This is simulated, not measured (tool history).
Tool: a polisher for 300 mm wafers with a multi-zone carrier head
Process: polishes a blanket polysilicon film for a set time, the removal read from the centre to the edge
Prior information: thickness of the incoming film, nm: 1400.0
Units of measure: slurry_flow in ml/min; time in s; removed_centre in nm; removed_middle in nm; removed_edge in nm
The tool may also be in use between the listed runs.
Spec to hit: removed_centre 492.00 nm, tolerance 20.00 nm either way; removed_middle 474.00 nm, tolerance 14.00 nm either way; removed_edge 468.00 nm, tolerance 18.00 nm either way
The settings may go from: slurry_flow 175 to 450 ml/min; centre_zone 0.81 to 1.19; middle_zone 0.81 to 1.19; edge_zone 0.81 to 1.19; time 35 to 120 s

| run | hour | slurry_flow | centre_zone | middle_zone | edge_zone | time | removed_centre | removed_middle | removed_edge |
|---|---|---|---|---|---|---|---|---|---|
| 1 | 0.0 | 290 | 1.00 | 1.00 | 1.00 | 77 | 369.14 | 360.38 | 371.05 |
| 2 | 7.8 | 360 | 1.00 | 1.00 | 1.00 | 77 | 378.05 | 370.39 | 375.76 |
| 3 | 9.4 | 355 | 1.03 | 1.03 | 1.03 | 81 | 409.41 | 398.60 | 392.78 |
| 4 | 15.8 | 355 | 1.11 | 1.03 | 1.03 | 81 | 425.69 | 400.32 | 396.60 |
| 5 | 22.5 | 350 | 1.11 | 1.04 | 1.05 | 84 | 445.51 | 416.06 | 410.13 |
| 6 | 29.8 | 350 | 1.10 | 1.04 | 1.06 | 87 | 450.74 | 428.68 | 421.63 |
| 7 | 33.2 | 350 | 1.10 | 1.04 | 1.07 | 90 | 468.59 | 444.19 | 438.76 |
| 8 | 39.0 | 350 | 1.10 | 1.04 | 1.08 | 92 | 488.66 | 445.78 | 455.15 |

Consider the 4 candidate settings below. Which is the only one whose results all fall within their allowed miss of target?
| A | 44.8 | 325 | 1.07 | 0.90 | 1.10 | 97 | ? | ? | ? |
| B | 44.8 | 325 | 1.06 | 0.88 | 1.14 | 95 | ? | ? | ? |
| C | 44.8 | 270 | 1.19 | 0.98 | 1.00 | 94 | ? | ? | ? |
| D | 44.8 | 315 | 1.08 | 1.05 | 1.07 | 96 | ? | ? | ? |

| move | removed_centre | removed_middle | removed_edge |
|---|---|---|---|
| A | 501.68 | 425.77 | 488.12 |
| B | 487.17 | 409.75 | 486.97 |
| C | 523.42 | 432.37 | 444.00 |
| D | 499.45 | 474.80 | 474.40 |
A: misses by more than the last run did
B: misses by more than the last run did
C: misses by more than the last run did
D: all results land within tolerance of their targets
D is the move that brings every result within its allowed miss.
